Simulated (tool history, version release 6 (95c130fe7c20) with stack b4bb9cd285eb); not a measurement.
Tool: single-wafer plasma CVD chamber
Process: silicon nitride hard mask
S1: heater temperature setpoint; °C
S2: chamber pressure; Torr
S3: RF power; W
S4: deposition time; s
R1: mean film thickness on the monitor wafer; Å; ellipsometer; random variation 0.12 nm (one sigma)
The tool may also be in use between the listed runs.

| run | hour | S1 | S2 | S3 | S4 | R1 |
|---|---|---|---|---|---|---|
| 1 | 0 | 400 | 1.27 | 385 | 24 | 277.21 |
| 2 | 1.7 | 400 | 1.12 | 385 | 24 | 265 |
| 3 | 2.6 | 400 | 1.26 | 390 | 24 | 276.62 |
| 4 | 4.7 | 400 | 1.37 | 400 | 24 | 288.99 |
| 5 | 9.8 | 400 | 1.46 | 405 | 24 | 296.12 |
| 6 | 14 | 400 | 1.53 | 410 | 24 | 300.73 |
| 7 | 14.7 | 400 | 1.58 | 415 | 24 | 307.64 |

For run 8, what comes out?
| 8 | 17 | 400 | 1.62 | 420 | 24 | ? |

{"run 8": {"R1": 310.21}}

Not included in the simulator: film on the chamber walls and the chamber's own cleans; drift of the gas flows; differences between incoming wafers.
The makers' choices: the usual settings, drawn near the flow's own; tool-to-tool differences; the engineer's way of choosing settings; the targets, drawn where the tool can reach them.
